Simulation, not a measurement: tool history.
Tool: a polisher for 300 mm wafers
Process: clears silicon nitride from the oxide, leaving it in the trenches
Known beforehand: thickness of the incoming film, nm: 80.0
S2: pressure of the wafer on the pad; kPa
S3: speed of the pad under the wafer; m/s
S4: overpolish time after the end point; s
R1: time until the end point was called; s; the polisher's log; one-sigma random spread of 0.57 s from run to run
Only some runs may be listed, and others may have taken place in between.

Run 1, hour 0.0: flow of slurry (ml/min) 165, S2 17.9 kPa, S3 1.30 m/s, S4 15 s. Result: R1 83.359 s.
Run 2, hour 8.0: flow of slurry (ml/min) 170, S2 19.3 kPa, S3 1.30 m/s, S4 15 s. Result: R1 78.202 s.
Run 3, hour 15.1: flow of slurry (ml/min) 170, S2 17.2 kPa, S3 1.30 m/s, S4 15 s. Result: R1 85.058 s.
Run 4, hour 18.5: flow of slurry (ml/min) 175, S2 18.6 kPa, S3 1.30 m/s, S4 15 s. Result: R1 80.607 s.
Run 5, hour 22.6: flow of slurry (ml/min) 135, S2 18.6 kPa, S3 1.30 m/s, S4 15 s. Result: R1 83.785 s.
At hour 30.7: worn pad replaced by a new one.
Run 6, hour 30.7: flow of slurry (ml/min) 105, S2 18.6 kPa, S3 1.30 m/s, S4 15 s. Result: R1 80.153 s.
Run 7, hour 33.0: flow of slurry (ml/min) 105, S2 18.6 kPa, S3 1.30 m/s, S4 15 s. Result: R1 79.685 s.
Run 8, hour 33.8: flow of slurry (ml/min) 145, S2 23.4 kPa, S3 1.32 m/s, S4 15 s. Result: R1 61.671 s.

What does the tool deliver on the next run?
Run 9, hour 38.1: flow of slurry (ml/min) 145, S2 24.1 kPa, S3 1.32 m/s, S4 15 s. Result: R1 ?.

R1: 59.647 s
